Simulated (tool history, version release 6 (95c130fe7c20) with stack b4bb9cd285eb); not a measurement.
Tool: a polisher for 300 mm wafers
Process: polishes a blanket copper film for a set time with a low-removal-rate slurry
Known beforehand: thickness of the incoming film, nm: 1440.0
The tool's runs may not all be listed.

run  hour  flow of slurry (ml/min)  pressure of the wafer on the pad (kPa)  speed of the pad under the wafer (cm/s)  abrasive content of the slurry  polishing time (s)  film removed (angstrom)
  1     0                      220                                    17.9                                       94                               1                  46                   1122.8
  2   8.1                      220                                    20.7                                       94                               1                  46                   1345.8
  3  16.9                      220                                    19.3                                       94                               1                  46                   1198.9
  4  23.9                      220                                    23.4                                       94                               1                  46                   1475.6
  5  32.5                      245                                    23.4                                       94                               1                  46                   1517.2
  6  39.5                      245                                    23.4                                       94                             0.8                  46                   1422.9
  7  44.7                      245                                    21.4                                       94                             0.8                  46                   1325.3
  8  48.4                      245                                      20                                       94                             0.8                  46                   1216.8
  9  50.1                      245                                    18.6                                       94                             0.8                  46                   1147.4
 10  58.2                      245                                    17.2                                       94                             0.8                  46                   1060.7

Expected results for the next run?
 11  64.6                      245                                    16.5                                       94                             0.8                  46                        ?

film removed (angstrom): 1011.1
